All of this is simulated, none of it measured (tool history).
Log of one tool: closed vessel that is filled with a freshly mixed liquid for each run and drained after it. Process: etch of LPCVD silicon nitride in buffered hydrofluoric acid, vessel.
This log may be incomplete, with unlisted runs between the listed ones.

run  hour  temperature setpoint of the liquid (C)  parts of 40 % ammonium fluoride to one part of 49 % hydrofluoric acid (parts by volume)  time in the liquid (s)  thickness taken off the LPCVD silicon nitride on a monitor wafer (nm)
  1   0.0                                    20.0                                                                                     18.5                    3035                                                                 13.280
  2   4.1                                    17.5                                                                                     18.5                    3035                                                                 11.449
  3   6.7                                    17.5                                                                                     18.5                    3240                                                                 12.228
  4  12.8                                    17.5                                                                                     18.5                    3035                                                                 11.489
  5  17.0                                    17.5                                                                                     22.5                    3035                                                                 10.002
  6  20.8                                    17.0                                                                                     22.5                    3035                                                                  9.862
  7  26.3                                    18.5                                                                                     22.0                    3035                                                                 10.868
  8  29.0                                    20.0                                                                                     22.0                    3035                                                                 11.654
     37.8  -- hydrofluoric acid flow meter replaced
  9  37.8                                    21.0                                                                                     21.5                    3035                                                                 13.319
 10  47.3                                    22.0                                                                                     21.5                    3035                                                                 13.886
 11  56.6                                    26.0                                                                                     20.0                    3040                                                                 18.098

Estimate the outcome of run 12 from the log above:
 12  64.7                                    26.5                                                                                     20.0                    3040                                                                      ?

{"run 12": {"thickness taken off the LPCVD silicon nitride on a monitor wafer (nm)": 18.427}}
